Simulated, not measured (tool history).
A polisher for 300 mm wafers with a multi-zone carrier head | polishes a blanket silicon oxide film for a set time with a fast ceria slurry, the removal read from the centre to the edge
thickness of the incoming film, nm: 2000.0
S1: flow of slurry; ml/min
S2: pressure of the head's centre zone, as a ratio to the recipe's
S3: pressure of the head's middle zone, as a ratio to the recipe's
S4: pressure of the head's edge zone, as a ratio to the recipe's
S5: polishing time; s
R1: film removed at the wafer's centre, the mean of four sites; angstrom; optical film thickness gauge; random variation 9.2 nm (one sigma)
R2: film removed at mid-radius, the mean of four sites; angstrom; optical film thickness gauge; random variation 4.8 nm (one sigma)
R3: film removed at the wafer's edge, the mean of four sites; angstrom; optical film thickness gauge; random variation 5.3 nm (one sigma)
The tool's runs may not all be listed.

Run 1, hour 0.0: S1 210 ml/min, S2 1.00, S3 1.00, S4 1.00, S5 51 s. Result: R1 8062.1 angstrom, R2 8183.8 angstrom, R3 7942.1 angstrom.
Run 2, hour 7.3: S1 205 ml/min, S2 1.00, S3 0.98, S4 1.00, S5 51 s. Result: R1 8186.9 angstrom, R2 8143.5 angstrom, R3 7926.7 angstrom.
Run 3, hour 14.1: S1 200 ml/min, S2 1.00, S3 0.96, S4 1.01, S5 50 s. Result: R1 7873.3 angstrom, R2 7714.5 angstrom, R3 7872.2 angstrom.
Run 4, hour 16.2: S1 195 ml/min, S2 1.00, S3 0.94, S4 1.00, S5 50 s. Result: R1 8001.6 angstrom, R2 7576.9 angstrom, R3 7772.2 angstrom.
Run 5, hour 22.6: S1 160 ml/min, S2 1.00, S3 0.94, S4 1.00, S5 50 s. Result: R1 7708.6 angstrom, R2 7246.8 angstrom, R3 7558.9 angstrom.
Run 6, hour 23.9: S1 160 ml/min, S2 1.00, S3 0.94, S4 1.05, S5 50 s. Result: R1 7444.3 angstrom, R2 7247.1 angstrom, R3 7754.9 angstrom.
Run 7, hour 30.6: S1 155 ml/min, S2 1.00, S3 0.93, S4 1.05, S5 50 s. Result: R1 7353.8 angstrom, R2 7218.2 angstrom, R3 7715.5 angstrom.
Run 8, hour 36.7: S1 150 ml/min, S2 1.00, S3 0.92, S4 1.05, S5 50 s. Result: R1 7579.8 angstrom, R2 6936.0 angstrom, R3 7674.5 angstrom.
Run 9, hour 42.5: S1 150 ml/min, S2 1.00, S3 0.91, S4 1.05, S5 50 s. Result: R1 7328.7 angstrom, R2 7024.6 angstrom, R3 7582.2 angstrom.
Run 10, hour 44.4: S1 145 ml/min, S2 1.01, S3 0.90, S4 1.05, S5 50 s. Result: R1 7409.2 angstrom, R2 6952.0 angstrom, R3 7667.6 angstrom.

The next listed run, before its measurement:
Run 11, hour 48.0: S1 145 ml/min, S2 1.01, S3 0.89, S4 1.04, S5 50 s. Result: R1 ?, R2 ?, R3 ?.

Run 11 gave R1 7551.6 angstrom, R2 6799.7 angstrom, R3 7544.1 angstrom.

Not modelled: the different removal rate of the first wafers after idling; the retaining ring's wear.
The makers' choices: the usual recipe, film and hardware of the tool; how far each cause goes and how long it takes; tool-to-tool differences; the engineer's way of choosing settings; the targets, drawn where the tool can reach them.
